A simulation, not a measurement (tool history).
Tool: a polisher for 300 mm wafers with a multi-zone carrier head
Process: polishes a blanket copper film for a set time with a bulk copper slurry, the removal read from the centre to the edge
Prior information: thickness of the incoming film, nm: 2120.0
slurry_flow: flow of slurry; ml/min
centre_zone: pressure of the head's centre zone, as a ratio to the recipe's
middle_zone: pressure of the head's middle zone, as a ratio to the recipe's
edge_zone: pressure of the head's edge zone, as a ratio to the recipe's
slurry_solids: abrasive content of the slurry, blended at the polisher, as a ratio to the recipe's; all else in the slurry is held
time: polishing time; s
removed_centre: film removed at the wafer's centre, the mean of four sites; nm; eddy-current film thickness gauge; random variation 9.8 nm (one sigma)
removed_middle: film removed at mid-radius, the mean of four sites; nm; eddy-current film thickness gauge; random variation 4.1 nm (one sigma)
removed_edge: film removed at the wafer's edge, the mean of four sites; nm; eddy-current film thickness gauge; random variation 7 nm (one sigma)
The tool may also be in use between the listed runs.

run 1 day=0.000 | slurry_flow=300 centre_zone=1.00 middle_zone=1.00 edge_zone=1.00 slurry_solids=1.00 time=51 | removed_centre=514.78 removed_middle=477.24 removed_edge=455.75
run 2 day=0.229 | slurry_flow=365 centre_zone=1.00 middle_zone=1.00 edge_zone=1.00 slurry_solids=1.00 time=51 | removed_centre=534.90 removed_middle=486.56 removed_edge=458.70
run 3 day=0.525 | slurry_flow=365 centre_zone=1.00 middle_zone=1.00 edge_zone=0.96 slurry_solids=1.00 time=51 | removed_centre=531.99 removed_middle=487.69 removed_edge=458.64
run 4 day=0.754 | slurry_flow=355 centre_zone=0.99 middle_zone=0.98 edge_zone=0.97 slurry_solids=1.10 time=53 | removed_centre=543.21 removed_middle=507.75 removed_edge=479.30
run 5 day=0.921 | slurry_flow=345 centre_zone=0.99 middle_zone=0.96 edge_zone=0.99 slurry_solids=1.15 time=55 | removed_centre=582.07 removed_middle=517.86 removed_edge=497.54
-- day=1.196 centre zone pressure recalibrated
run 6 day=1.196 | slurry_flow=330 centre_zone=0.97 middle_zone=0.95 edge_zone=1.02 slurry_solids=1.20 time=57 | removed_centre=533.21 removed_middle=533.55 removed_edge=532.32
run 7 day=1.229 | slurry_flow=335 centre_zone=0.99 middle_zone=0.95 edge_zone=1.04 slurry_solids=1.25 time=58 | removed_centre=553.79 removed_middle=543.38 removed_edge=555.13
run 8 day=1.308 | slurry_flow=340 centre_zone=1.01 middle_zone=0.96 edge_zone=1.05 slurry_solids=1.30 time=58 | removed_centre=557.88 removed_middle=556.22 removed_edge=552.40

Expected results for the next run?
run 9 day=1.500 | slurry_flow=345 centre_zone=1.03 middle_zone=0.95 edge_zone=1.06 slurry_solids=1.30 time=59 | removed_centre=? removed_middle=? removed_edge=?

removed_centre: 586.37 nm
removed_middle: 556.99 nm
removed_edge: 570.57 nm
